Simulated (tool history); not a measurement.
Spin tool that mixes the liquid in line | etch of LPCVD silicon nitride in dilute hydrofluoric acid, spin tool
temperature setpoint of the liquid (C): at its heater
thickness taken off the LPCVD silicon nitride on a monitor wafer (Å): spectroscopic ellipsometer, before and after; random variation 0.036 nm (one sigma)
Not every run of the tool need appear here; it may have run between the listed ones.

| run | hour | temperature setpoint of the liquid (C) | parts of water to one part of 49 % hydrofluoric acid (parts by volume) | time under the liquid (s) | thickness taken off the LPCVD silicon nitride on a monitor wafer (Å) |
|---|---|---|---|---|---|
| 1 | 0 | 22 | 80 | 300 | 17.693 |
| 2 | 5.3 | 22 | 80 | 325 | 20.483 |
| 3 | 13.3 | 21 | 85 | 320 | 17.476 |
| 4 | 15.4 | 21 | 100 | 320 | 14.934 |
| 5 | 16.5 | 23.5 | 100 | 320 | 18.445 |
| 6 | 20.6 | 23.5 | 80 | 320 | 20.711 |
| 7 | 23.1 | 22.5 | 90 | 315 | 17.855 |
| 8 | 24.4 | 21.5 | 95 | 315 | 15.299 |
| 9 | 31.4 | 21 | 95 | 315 | 15.955 |
| 10 | 38.4 | 21 | 95 | 315 | 15.741 |
| 11 | 43.9 | 20.5 | 100 | 315 | 14.028 |

Forecast run 12:
| 12 | 49.2 | 20 | 100 | 315 | ? |

thickness taken off the LPCVD silicon nitride on a monitor wafer (Å): 13.754

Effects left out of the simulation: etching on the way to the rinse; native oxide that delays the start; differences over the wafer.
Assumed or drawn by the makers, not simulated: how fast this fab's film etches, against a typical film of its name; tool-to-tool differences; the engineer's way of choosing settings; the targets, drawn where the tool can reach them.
